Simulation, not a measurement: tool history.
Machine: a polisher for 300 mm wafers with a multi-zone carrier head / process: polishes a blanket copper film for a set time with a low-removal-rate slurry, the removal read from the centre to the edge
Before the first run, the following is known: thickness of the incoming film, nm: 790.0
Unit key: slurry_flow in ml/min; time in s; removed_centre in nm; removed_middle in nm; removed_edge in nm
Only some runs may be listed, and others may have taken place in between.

run 1 hour=0.0 | slurry_flow=285 centre_zone=1.00 middle_zone=1.00 edge_zone=1.00 slurry_solids=1.00 time=48 | removed_centre=143.45 removed_middle=141.51 removed_edge=144.30
run 2 hour=6.6 | slurry_flow=290 centre_zone=1.00 middle_zone=1.02 edge_zone=1.01 slurry_solids=1.00 time=48 | removed_centre=147.17 removed_middle=142.69 removed_edge=145.48
run 3 hour=12.4 | slurry_flow=290 centre_zone=1.00 middle_zone=1.02 edge_zone=1.01 slurry_solids=1.00 time=54 | removed_centre=166.76 removed_middle=163.31 removed_edge=162.30
run 4 hour=13.1 | slurry_flow=285 centre_zone=0.99 middle_zone=1.02 edge_zone=1.00 slurry_solids=1.00 time=54 | removed_centre=161.47 removed_middle=162.95 removed_edge=159.71
run 5 hour=17.0 | slurry_flow=285 centre_zone=0.99 middle_zone=1.02 edge_zone=1.05 slurry_solids=1.00 time=54 | removed_centre=164.45 removed_middle=164.16 removed_edge=166.49
run 6 hour=22.0 | slurry_flow=285 centre_zone=0.99 middle_zone=1.02 edge_zone=1.05 slurry_solids=1.00 time=48 | removed_centre=140.88 removed_middle=146.02 removed_edge=146.38
run 7 hour=29.4 | slurry_flow=295 centre_zone=0.99 middle_zone=1.03 edge_zone=1.06 slurry_solids=1.00 time=48 | removed_centre=143.32 removed_middle=147.11 removed_edge=149.25
run 8 hour=37.3 | slurry_flow=305 centre_zone=0.99 middle_zone=1.04 edge_zone=1.07 slurry_solids=1.00 time=48 | removed_centre=142.11 removed_middle=146.27 removed_edge=146.55

Run 9 has not been measured yet. What should we expect?
run 9 hour=37.9 | slurry_flow=295 centre_zone=0.98 middle_zone=1.09 edge_zone=1.08 slurry_solids=1.25 time=49 | removed_centre=? removed_middle=? removed_edge=?

{"run 9": {"removed_centre": 152.98, "removed_middle": 166.09, "removed_edge": 166.59}}
